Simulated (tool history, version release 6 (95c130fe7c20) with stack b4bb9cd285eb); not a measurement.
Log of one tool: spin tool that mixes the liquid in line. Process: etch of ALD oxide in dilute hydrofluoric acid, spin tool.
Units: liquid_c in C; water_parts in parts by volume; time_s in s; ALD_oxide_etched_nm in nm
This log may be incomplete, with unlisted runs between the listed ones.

{"run": 1, "hour": 0.0, "liquid_c": 23.0, "water_parts": 260, "time_s": 280, "ALD_oxide_etched_nm": 22.18}
{"run": 2, "hour": 3.9, "liquid_c": 23.0, "water_parts": 260, "time_s": 300, "ALD_oxide_etched_nm": 23.731}
{"run": 3, "hour": 11.1, "liquid_c": 21.5, "water_parts": 280, "time_s": 300, "ALD_oxide_etched_nm": 20.493}
{"run": 4, "hour": 14.5, "liquid_c": 20.5, "water_parts": 290, "time_s": 300, "ALD_oxide_etched_nm": 18.796}
{"run": 5, "hour": 18.4, "liquid_c": 20.5, "water_parts": 210, "time_s": 300, "ALD_oxide_etched_nm": 28.072}
{"run": 6, "hour": 23.1, "liquid_c": 18.0, "water_parts": 210, "time_s": 300, "ALD_oxide_etched_nm": 25.679}
{"run": 7, "hour": 31.6, "liquid_c": 18.0, "water_parts": 240, "time_s": 300, "ALD_oxide_etched_nm": 21.63}
{"run": 8, "hour": 36.3, "liquid_c": 17.5, "water_parts": 260, "time_s": 300, "ALD_oxide_etched_nm": 19.444}
{"run": 9, "hour": 45.3, "liquid_c": 17.5, "water_parts": 275, "time_s": 300, "ALD_oxide_etched_nm": 18.117}
{"run": 10, "hour": 48.7, "liquid_c": 17.5, "water_parts": 290, "time_s": 300, "ALD_oxide_etched_nm": 16.939}
{"run": 11, "hour": 57.3, "liquid_c": 17.5, "water_parts": 300, "time_s": 300, "ALD_oxide_etched_nm": 16.245}
{"run": 12, "hour": 58.6, "liquid_c": 17.5, "water_parts": 310, "time_s": 300, "ALD_oxide_etched_nm": 15.532}
{"run": 13, "hour": 67.1, "liquid_c": 17.5, "water_parts": 315, "time_s": 300, "ALD_oxide_etched_nm": 15.232}

Forecast run 14:
{"run": 14, "hour": 72.0, "liquid_c": 17.5, "water_parts": 320, "time_s": 300, "ALD_oxide_etched_nm": "?"}

{"run 14": {"ALD_oxide_etched_nm": 14.915}}
